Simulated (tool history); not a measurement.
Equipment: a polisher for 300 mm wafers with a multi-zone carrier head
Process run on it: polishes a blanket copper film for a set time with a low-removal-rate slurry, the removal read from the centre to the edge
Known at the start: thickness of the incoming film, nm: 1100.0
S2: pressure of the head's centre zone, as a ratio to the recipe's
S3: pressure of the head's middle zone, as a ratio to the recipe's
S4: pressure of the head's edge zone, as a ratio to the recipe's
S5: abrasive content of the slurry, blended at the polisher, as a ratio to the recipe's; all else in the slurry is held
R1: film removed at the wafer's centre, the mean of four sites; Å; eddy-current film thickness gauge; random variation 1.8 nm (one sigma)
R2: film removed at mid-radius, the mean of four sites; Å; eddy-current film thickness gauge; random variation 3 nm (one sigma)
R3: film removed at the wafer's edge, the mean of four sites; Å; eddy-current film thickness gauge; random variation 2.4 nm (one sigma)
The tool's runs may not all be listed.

Run 1, hour 0.0: flow of slurry (ml/min) 150, S2 1.00, S3 1.00, S4 1.00, S5 1.0, polishing time (s) 88. Result: R1 2089.9 Å, R2 2041.1 Å, R3 2058.6 Å.
Run 2, hour 7.9: flow of slurry (ml/min) 150, S2 1.00, S3 1.00, S4 1.00, S5 1.0, polishing time (s) 71. Result: R1 1719.1 Å, R2 1703.3 Å, R3 1673.0 Å.
Run 3, hour 12.6: flow of slurry (ml/min) 160, S2 1.02, S3 1.03, S4 1.03, S5 1.1, polishing time (s) 74. Result: R1 1900.6 Å, R2 1843.9 Å, R3 1830.2 Å.
Run 4, hour 19.6: flow of slurry (ml/min) 145, S2 1.02, S3 1.03, S4 1.03, S5 1.1, polishing time (s) 74. Result: R1 1820.1 Å, R2 1796.2 Å, R3 1788.9 Å.
Run 5, hour 27.7: flow of slurry (ml/min) 145, S2 1.02, S3 1.11, S4 1.03, S5 1.1, polishing time (s) 74. Result: R1 1824.4 Å, R2 1916.6 Å, R3 1790.7 Å.
Run 6, hour 34.6: flow of slurry (ml/min) 145, S2 1.02, S3 1.07, S4 1.03, S5 1.1, polishing time (s) 74. Result: R1 1825.7 Å, R2 1856.8 Å, R3 1751.8 Å.

Predict the results of run 7:
Run 7, hour 37.6: flow of slurry (ml/min) 160, S2 1.03, S3 1.09, S4 1.05, S5 1.2, polishing time (s) 76. Result: R1 ?, R2 ?, R3 ?.

R1: 1958.4 Å
R2: 1995.7 Å
R3: 1933.2 Å

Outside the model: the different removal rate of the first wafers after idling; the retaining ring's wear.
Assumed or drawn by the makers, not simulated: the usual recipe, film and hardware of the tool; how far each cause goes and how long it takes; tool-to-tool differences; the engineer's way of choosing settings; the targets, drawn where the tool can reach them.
